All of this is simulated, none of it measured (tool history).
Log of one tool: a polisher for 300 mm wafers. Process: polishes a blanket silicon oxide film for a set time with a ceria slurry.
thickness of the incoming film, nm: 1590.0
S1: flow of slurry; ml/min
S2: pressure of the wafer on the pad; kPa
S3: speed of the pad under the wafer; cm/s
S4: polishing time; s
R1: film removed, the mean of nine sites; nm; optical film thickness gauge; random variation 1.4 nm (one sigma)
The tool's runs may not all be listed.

{"run": 1, "hour": 0.0, "S1": 170, "S2": 15.9, "S3": 86, "S4": 111, "R1": 265.98}
{"run": 2, "hour": 7.4, "S1": 145, "S2": 15.9, "S3": 86, "S4": 111, "R1": 263.61}
{"run": 3, "hour": 11.6, "S1": 145, "S2": 15.9, "S3": 96, "S4": 111, "R1": 286.05}
{"run": 4, "hour": 19.0, "S1": 145, "S2": 15.9, "S3": 96, "S4": 111, "R1": 288.48}
{"run": 5, "hour": 19.9, "S1": 140, "S2": 13.8, "S3": 96, "S4": 111, "R1": 264.19}
{"run": 6, "hour": 20.6, "S1": 140, "S2": 13.8, "S3": 74, "S4": 111, "R1": 209.54}

Forecast run 7:
{"run": 7, "hour": 23.7, "S1": 140, "S2": 13.1, "S3": 74, "S4": 111, "R1": "?"}

{"run 7": {"R1": 207.33}}
